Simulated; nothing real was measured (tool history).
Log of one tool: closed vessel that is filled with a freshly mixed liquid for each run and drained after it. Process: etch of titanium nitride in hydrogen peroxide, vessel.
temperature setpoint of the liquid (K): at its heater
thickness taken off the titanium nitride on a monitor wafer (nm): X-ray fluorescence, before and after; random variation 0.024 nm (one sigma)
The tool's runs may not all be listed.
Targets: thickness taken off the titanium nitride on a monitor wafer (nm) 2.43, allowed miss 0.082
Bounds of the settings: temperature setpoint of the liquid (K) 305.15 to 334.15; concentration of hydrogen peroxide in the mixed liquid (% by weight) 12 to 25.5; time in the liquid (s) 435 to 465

run	hour	temperature setpoint of the liquid (K)	concentration of hydrogen peroxide in the mixed liquid (% by weight)	time in the liquid (s)	thickness taken off the titanium nitride on a monitor wafer (nm)
1	0	318.15	17.5	435	6.8553
2	4.8	318.15	14.5	435	6.6067
3	11.9	316.65	14	435	5.8659
4	19.9	316.65	14	435	5.8842
5	25.3	315.65	14	435	5.4671
6	32.8	315.65	16.5	435	5.6377
7	37.9	314.65	16	435	5.251
8	41.8	313.65	15.5	435	4.773
9	45.8	312.65	15	435	4.3177
10	46.8	311.65	15	435	4.0405
11	49.3	311.65	15	435	4.1079
12	50.4	311.15	14.5	435	3.9043
13	54.7	310.65	14.5	435	3.7452
14	57.4	310.15	14.5	435	3.6435
15	66.1	309.65	14	435	3.4418
16	72.6	309.65	14	435	3.4289
17	79.5	309.15	14	435	3.268
18	85.4	308.65	14	435	3.1449
19	88.9	308.15	14	435	2.9762
20	94	308.15	14	435	3.1155
21	103	307.65	14	435	2.9075
22	111	306.15	14	435	2.5644

Which of these 4 next moves meets every target?
A	119	305.65	17.5	440	?
B	119	305.65	12.5	440	?
C	119	306.15	12	450	?
D	119	307.15	12	435	?

move	thickness taken off the titanium nitride on a monitor wafer (nm)
A	2.6625
B	2.4805
C	2.6188
D	2.743
A: further off than the last run
B: meets every target
C: further off than the last run
D: further off than the last run
The right move is B.
